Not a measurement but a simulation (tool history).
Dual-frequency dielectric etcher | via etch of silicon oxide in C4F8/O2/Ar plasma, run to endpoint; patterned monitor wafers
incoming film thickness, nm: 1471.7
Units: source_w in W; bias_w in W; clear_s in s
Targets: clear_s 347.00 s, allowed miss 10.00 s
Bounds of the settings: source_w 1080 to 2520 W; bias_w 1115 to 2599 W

run    day  source_w  bias_w  clear_s
  1  0.000      1800    1857   303.50
  2  0.242      1670    1857   304.13
  3  0.267      1480    1857   314.57
  4  0.462      1430    1802   320.22
  5  0.796      1430    2087   295.11
  6  0.962      1310    2087   306.42
  7  1.300      1270    2028   310.02
  8  1.512      1240    1972   310.69
  9  1.579      1210    1897   322.93
 10  1.617      1190    1862   329.42

5 next moves are on the table. One of them brings every result within its allowed miss. Which?
  A  1.654      1290    1905        ?
  B  1.654      1490    2090        ?
  C  1.654      1260    2299        ?
  D  1.654      1080    1753        ?
  E  1.654      1390    1899        ?

move  clear_s
   A   319.27
   B   296.38
   C   294.86
   D   344.50
   E   314.46
A: further off than the last run
B: further off than the last run
C: further off than the last run
D: meets every target
E: further off than the last run
Move D is the one to make.

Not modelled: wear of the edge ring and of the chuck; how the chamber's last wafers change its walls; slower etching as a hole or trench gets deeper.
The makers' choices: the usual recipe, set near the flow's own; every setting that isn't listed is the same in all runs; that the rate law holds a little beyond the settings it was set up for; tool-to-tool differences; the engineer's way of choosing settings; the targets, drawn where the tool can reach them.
